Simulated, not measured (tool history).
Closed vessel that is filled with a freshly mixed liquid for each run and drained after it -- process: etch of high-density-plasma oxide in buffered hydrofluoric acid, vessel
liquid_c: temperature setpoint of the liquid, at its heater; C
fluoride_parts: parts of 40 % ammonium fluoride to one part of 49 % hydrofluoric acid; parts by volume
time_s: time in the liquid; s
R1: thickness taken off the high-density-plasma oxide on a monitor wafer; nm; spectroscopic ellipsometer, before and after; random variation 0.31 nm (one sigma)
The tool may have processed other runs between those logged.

Run 1, hour 0.0: liquid_c 21.0 C, fluoride_parts 11.0 parts by volume, time_s 35 s. Result: R1 32.935 nm.
Run 2, hour 3.1: liquid_c 23.5 C, fluoride_parts 11.0 parts by volume, time_s 35 s. Result: R1 37.924 nm.
Run 3, hour 8.5: liquid_c 23.5 C, fluoride_parts 11.0 parts by volume, time_s 35 s. Result: R1 37.958 nm.
Run 4, hour 17.5: liquid_c 23.5 C, fluoride_parts 12.5 parts by volume, time_s 35 s. Result: R1 33.563 nm.
Run 5, hour 25.6: liquid_c 27.0 C, fluoride_parts 12.5 parts by volume, time_s 35 s. Result: R1 40.711 nm.
Run 6, hour 32.4: liquid_c 27.0 C, fluoride_parts 10.5 parts by volume, time_s 35 s. Result: R1 48.566 nm.

Run 7, settings as shown, results not yet in. Your forecast:
Run 7, hour 37.4: liquid_c 27.5 C, fluoride_parts 8.5 parts by volume, time_s 35 s. Result: R1 ?.

R1: 59.122 nm
